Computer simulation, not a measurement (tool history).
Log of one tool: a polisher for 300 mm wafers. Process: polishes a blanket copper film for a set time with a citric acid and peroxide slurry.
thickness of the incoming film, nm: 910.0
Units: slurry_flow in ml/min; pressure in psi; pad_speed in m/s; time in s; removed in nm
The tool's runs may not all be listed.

run 1 hour=0 | slurry_flow=190 pressure=3.7 pad_speed=0.88 slurry_solids=1 time=42 | removed=106.93
run 2 hour=4.1 | slurry_flow=190 pressure=3.7 pad_speed=0.88 slurry_solids=1 time=38 | removed=95.173
run 3 hour=8.8 | slurry_flow=190 pressure=3.1 pad_speed=0.88 slurry_solids=1 time=38 | removed=80.262
run 4 hour=14.9 | slurry_flow=190 pressure=2.8 pad_speed=0.88 slurry_solids=1 time=38 | removed=71.786
run 5 hour=19.3 | slurry_flow=190 pressure=2.8 pad_speed=0.88 slurry_solids=1.2 time=38 | removed=76.618
run 6 hour=26.5 | slurry_flow=190 pressure=2.5 pad_speed=0.88 slurry_solids=1.2 time=38 | removed=67.632
run 7 hour=33.7 | slurry_flow=190 pressure=2.4 pad_speed=0.88 slurry_solids=1.2 time=38 | removed=65.311

Run 8 comes next. What will it give?
run 8 hour=41.2 | slurry_flow=190 pressure=2.3 pad_speed=0.88 slurry_solids=1.2 time=38 | removed=?

{"run 8": {"removed": 62.959}}
